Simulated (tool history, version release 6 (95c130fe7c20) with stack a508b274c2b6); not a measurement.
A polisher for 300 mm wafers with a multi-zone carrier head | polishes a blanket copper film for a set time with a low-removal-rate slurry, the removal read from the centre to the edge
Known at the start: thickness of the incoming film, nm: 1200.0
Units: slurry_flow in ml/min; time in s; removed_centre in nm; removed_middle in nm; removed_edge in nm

Run 1, hour 0: slurry_flow 155 ml/min, centre_zone 1, middle_zone 1, edge_zone 1, slurry_solids 1, time 33 s. Result: removed_centre 105.16 nm, removed_middle 106.68 nm, removed_edge 110.24 nm.
Run 2, hour 2.4: slurry_flow 165 ml/min, centre_zone 1.02, middle_zone 1.02, edge_zone 1.01, slurry_solids 1, time 33 s. Result: removed_centre 108.87 nm, removed_middle 110.93 nm, removed_edge 111.2 nm.
Run 3, hour 3.3: slurry_flow 130 ml/min, centre_zone 1.02, middle_zone 1.02, edge_zone 1.01, slurry_solids 1, time 33 s. Result: removed_centre 105.56 nm, removed_middle 103.51 nm, removed_edge 106.73 nm.
Run 4, hour 7: slurry_flow 130 ml/min, centre_zone 1.02, middle_zone 1.02, edge_zone 1.01, slurry_solids 1.1, time 33 s. Result: removed_centre 106.05 nm, removed_middle 107.62 nm, removed_edge 109.27 nm.
Run 5, hour 12.2: slurry_flow 145 ml/min, centre_zone 1.04, middle_zone 1.02, edge_zone 1.02, slurry_solids 1.1, time 33 s. Result: removed_centre 114.11 nm, removed_middle 111.25 nm, removed_edge 111.27 nm.
Run 6, hour 14.7: slurry_flow 145 ml/min, centre_zone 1, middle_zone 1.02, edge_zone 1.02, slurry_solids 1.1, time 33 s. Result: removed_centre 106.14 nm, removed_middle 110.32 nm, removed_edge 112.17 nm.
Run 7, hour 23.3: slurry_flow 160 ml/min, centre_zone 1.02, middle_zone 1.02, edge_zone 1.03, slurry_solids 1.1, time 33 s. Result: removed_centre 111.82 nm, removed_middle 114.16 nm, removed_edge 113.7 nm.
Run 8, hour 29.5: slurry_flow 170 ml/min, centre_zone 1.03, middle_zone 1.02, edge_zone 1.04, slurry_solids 1.1, time 33 s. Result: removed_centre 114.46 nm, removed_middle 113.89 nm, removed_edge 115.24 nm.
Run 9, hour 32.4: slurry_flow 180 ml/min, centre_zone 1.04, middle_zone 1.03, edge_zone 1.04, slurry_solids 1.1, time 33 s. Result: removed_centre 116.39 nm, removed_middle 116.12 nm, removed_edge 115.61 nm.
Run 10, hour 39.6: slurry_flow 185 ml/min, centre_zone 1.05, middle_zone 1.03, edge_zone 1.05, slurry_solids 1.1, time 33 s. Result: removed_centre 116.79 nm, removed_middle 114.43 nm, removed_edge 115.13 nm.

Forecast run 11:
Run 11, hour 47.5: slurry_flow 190 ml/min, centre_zone 1.06, middle_zone 1.04, edge_zone 1.05, slurry_solids 1.15, time 33 s. Result: removed_centre ?, removed_middle ?, removed_edge ?.

{"run 11": {"removed_centre": 120.5, "removed_middle": 117.54, "removed_edge": 117.23}}

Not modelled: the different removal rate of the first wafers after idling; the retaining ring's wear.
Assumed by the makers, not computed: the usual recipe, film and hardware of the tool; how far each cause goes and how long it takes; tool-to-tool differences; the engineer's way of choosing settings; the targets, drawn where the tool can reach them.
